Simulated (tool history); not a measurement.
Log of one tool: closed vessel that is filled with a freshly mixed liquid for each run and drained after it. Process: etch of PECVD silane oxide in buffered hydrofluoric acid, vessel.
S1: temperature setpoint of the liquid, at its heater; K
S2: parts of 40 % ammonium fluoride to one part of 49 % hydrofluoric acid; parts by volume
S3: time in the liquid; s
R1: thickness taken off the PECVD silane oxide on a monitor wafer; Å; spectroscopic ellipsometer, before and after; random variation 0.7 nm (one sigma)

| run | hour | S1 | S2 | S3 | R1 |
|---|---|---|---|---|---|
| 1 | 0.0 | 296.15 | 11.0 | 30 | 832.14 |
| 2 | 6.1 | 297.15 | 10.0 | 30 | 962.39 |
| 3 | 13.7 | 297.15 | 10.0 | 30 | 962.96 |
| 4 | 22.2 | 300.65 | 10.0 | 30 | 1159.80 |
| 5 | 28.4 | 303.15 | 10.0 | 30 | 1325.70 |
| 6 | 29.5 | 303.15 | 9.5 | 30 | 1369.60 |
| 7 | 32.2 | 303.15 | 9.0 | 30 | 1417.90 |
| 8 | 41.1 | 303.15 | 8.5 | 30 | 1517.60 |

Run 9 comes next. What will it give?
| 9 | 46.6 | 303.15 | 8.0 | 30 | ? |

{"run 9": {"R1": 1618.8}}
